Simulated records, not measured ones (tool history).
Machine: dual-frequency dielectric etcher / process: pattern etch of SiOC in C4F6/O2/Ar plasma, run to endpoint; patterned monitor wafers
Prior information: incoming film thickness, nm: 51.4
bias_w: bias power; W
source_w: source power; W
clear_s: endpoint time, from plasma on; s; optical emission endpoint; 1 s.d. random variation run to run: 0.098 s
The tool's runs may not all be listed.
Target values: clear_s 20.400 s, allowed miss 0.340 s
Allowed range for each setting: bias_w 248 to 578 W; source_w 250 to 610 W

Run 1, day 0.000: bias_w 413 W, source_w 430 W. Result: clear_s 18.782 s.
Run 2, day 0.142: bias_w 462 W, source_w 430 W. Result: clear_s 18.041 s.
Run 3, day 0.338: bias_w 435 W, source_w 430 W. Result: clear_s 18.369 s.
Run 4, day 0.608: bias_w 435 W, source_w 470 W. Result: clear_s 17.634 s.
Run 5, day 0.742: bias_w 435 W, source_w 520 W. Result: clear_s 16.842 s.
Run 6, day 1.046: bias_w 435 W, source_w 560 W. Result: clear_s 16.291 s.
Run 7, day 1.125: bias_w 407 W, source_w 550 W. Result: clear_s 16.827 s.
Run 8, day 1.217: bias_w 383 W, source_w 540 W. Result: clear_s 17.415 s.
Run 9, day 1.317: bias_w 363 W, source_w 530 W. Result: clear_s 17.901 s.
Run 10, day 1.350: bias_w 346 W, source_w 520 W. Result: clear_s 18.477 s.
Run 11, day 1.388: bias_w 332 W, source_w 520 W. Result: clear_s 18.710 s.
Run 12, day 1.688: bias_w 320 W, source_w 520 W. Result: clear_s 19.084 s.
Run 13, day 2.046: bias_w 311 W, source_w 520 W. Result: clear_s 19.389 s.
Run 14, day 2.225: bias_w 304 W, source_w 520 W. Result: clear_s 19.369 s.
Run 15, day 2.479: bias_w 297 W, source_w 520 W. Result: clear_s 19.704 s.
Run 16, day 2.617: bias_w 293 W, source_w 520 W. Result: clear_s 19.776 s.
Run 17, day 2.654: bias_w 289 W, source_w 520 W. Result: clear_s 19.737 s.
Run 18, day 2.796: bias_w 284 W, source_w 520 W. Result: clear_s 20.027 s.

Of the 5 settings listed for the next run, only one would bring every result within its allowed miss of target. Which one?
Run A, day 2.938: bias_w 277 W, source_w 470 W. Result: clear_s ?.
Run B, day 2.938: bias_w 257 W, source_w 610 W. Result: clear_s ?.
Run C, day 2.938: bias_w 296 W, source_w 480 W. Result: clear_s ?.
Run D, day 2.938: bias_w 290 W, source_w 450 W. Result: clear_s ?.
Run E, day 2.938: bias_w 292 W, source_w 530 W. Result: clear_s ?.

move  clear_s
   A   21.182
   B   19.294
   C   20.400
   D   21.230
   E   19.566
A: takes the biggest miss from the last run beyond its target
B: its largest miss is bigger than the last run's
C: every result lands within tolerance
D: takes the biggest miss from the last run beyond its target
E: its largest miss is bigger than the last run's
So the answer is move C, the one that meets all the targets.

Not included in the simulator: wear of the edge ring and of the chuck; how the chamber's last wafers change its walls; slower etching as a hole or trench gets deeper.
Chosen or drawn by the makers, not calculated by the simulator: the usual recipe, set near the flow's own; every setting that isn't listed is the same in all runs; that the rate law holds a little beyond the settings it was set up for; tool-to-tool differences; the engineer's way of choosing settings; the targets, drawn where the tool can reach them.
